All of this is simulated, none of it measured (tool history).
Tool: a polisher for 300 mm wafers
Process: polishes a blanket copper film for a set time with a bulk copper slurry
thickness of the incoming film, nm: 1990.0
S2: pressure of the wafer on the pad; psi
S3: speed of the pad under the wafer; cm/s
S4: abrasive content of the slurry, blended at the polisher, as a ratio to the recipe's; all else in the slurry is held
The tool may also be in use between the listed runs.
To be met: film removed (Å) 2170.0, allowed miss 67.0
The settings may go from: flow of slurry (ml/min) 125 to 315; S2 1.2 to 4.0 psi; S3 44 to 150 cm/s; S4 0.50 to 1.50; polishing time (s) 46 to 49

Run 1, hour 0.0: flow of slurry (ml/min) 205, S2 2.6 psi, S3 96 cm/s, S4 1.00, polishing time (s) 46. Result: film removed (Å) 4193.2.
Run 2, hour 3.4: flow of slurry (ml/min) 230, S2 2.6 psi, S3 96 cm/s, S4 1.00, polishing time (s) 46. Result: film removed (Å) 4300.9.
Run 3, hour 9.2: flow of slurry (ml/min) 220, S2 2.2 psi, S3 92 cm/s, S4 1.00, polishing time (s) 46. Result: film removed (Å) 3601.4.
Run 4, hour 17.3: flow of slurry (ml/min) 220, S2 2.0 psi, S3 92 cm/s, S4 1.00, polishing time (s) 46. Result: film removed (Å) 3341.8.
Run 5, hour 19.8: flow of slurry (ml/min) 220, S2 1.6 psi, S3 92 cm/s, S4 1.00, polishing time (s) 46. Result: film removed (Å) 2833.0.
Run 6, hour 25.3: flow of slurry (ml/min) 210, S2 1.5 psi, S3 90 cm/s, S4 1.00, polishing time (s) 46. Result: film removed (Å) 2667.6.
Run 7, hour 28.5: flow of slurry (ml/min) 200, S2 1.4 psi, S3 88 cm/s, S4 1.00, polishing time (s) 46. Result: film removed (Å) 2497.9.
Run 8, hour 31.1: flow of slurry (ml/min) 195, S2 1.3 psi, S3 86 cm/s, S4 1.00, polishing time (s) 46. Result: film removed (Å) 2264.2.

4 next moves are on the table. One of them brings every result within its allowed miss. Which?
Run A, hour 33.7: flow of slurry (ml/min) 125, S2 1.5 psi, S3 76 cm/s, S4 1.10, polishing time (s) 46. Result: film removed (Å) ?.
Run B, hour 33.7: flow of slurry (ml/min) 190, S2 1.4 psi, S3 90 cm/s, S4 0.95, polishing time (s) 47. Result: film removed (Å) ?.
Run C, hour 33.7: flow of slurry (ml/min) 195, S2 1.2 psi, S3 92 cm/s, S4 1.00, polishing time (s) 46. Result: film removed (Å) ?.
Run D, hour 33.7: flow of slurry (ml/min) 240, S2 1.3 psi, S3 78 cm/s, S4 1.00, polishing time (s) 48. Result: film removed (Å) ?.

move  film removed (Å)
   A            2226.7
   B            2559.2
   C            2351.9
   D            2333.3
A: meets every target
B: further off than the last run
C: further off than the last run
D: further off than the last run
Move A is the one to make.
